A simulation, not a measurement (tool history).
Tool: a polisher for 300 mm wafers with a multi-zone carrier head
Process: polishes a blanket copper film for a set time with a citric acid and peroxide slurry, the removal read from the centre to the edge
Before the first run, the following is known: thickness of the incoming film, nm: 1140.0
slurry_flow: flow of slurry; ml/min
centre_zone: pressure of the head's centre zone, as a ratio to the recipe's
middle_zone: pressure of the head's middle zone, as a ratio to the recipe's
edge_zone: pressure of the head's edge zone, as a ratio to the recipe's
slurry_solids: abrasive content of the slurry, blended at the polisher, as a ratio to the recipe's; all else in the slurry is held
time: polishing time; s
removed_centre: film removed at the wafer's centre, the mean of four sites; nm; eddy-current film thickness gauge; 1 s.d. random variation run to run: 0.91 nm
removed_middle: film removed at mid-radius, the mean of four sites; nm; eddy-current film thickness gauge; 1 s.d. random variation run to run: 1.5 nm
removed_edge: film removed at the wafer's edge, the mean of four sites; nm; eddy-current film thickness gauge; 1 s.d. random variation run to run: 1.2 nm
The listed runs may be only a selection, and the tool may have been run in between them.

run	day	slurry_flow	centre_zone	middle_zone	edge_zone	slurry_solids	time	removed_centre	removed_middle	removed_edge
1	0.000	160	1.00	1.00	1.00	1.00	79	165.84	166.22	161.66
2	0.196	160	0.93	1.00	1.00	1.00	79	152.12	166.39	162.72
3	0.292	160	0.93	1.00	0.92	1.00	79	152.68	173.08	158.50
4	0.512	155	0.96	0.96	0.92	0.85	73	140.63	148.15	140.51
5	0.850	150	0.98	0.92	0.91	0.75	70	134.74	131.35	132.60
6	1.121	150	1.03	0.92	0.91	0.75	70	139.41	130.74	131.17
7	1.238	150	1.03	0.92	0.91	0.75	70	140.87	134.31	132.21
8	1.471	145	1.04	0.90	0.89	0.70	68	135.48	125.95	125.77

Run 9 is up next; what results do you expect?
9	1.738	140	1.05	0.88	0.88	0.65	67	?	?	?

Logged for run 9: removed_centre 133.59 nm, removed_middle 118.89 nm, removed_edge 118.97 nm.

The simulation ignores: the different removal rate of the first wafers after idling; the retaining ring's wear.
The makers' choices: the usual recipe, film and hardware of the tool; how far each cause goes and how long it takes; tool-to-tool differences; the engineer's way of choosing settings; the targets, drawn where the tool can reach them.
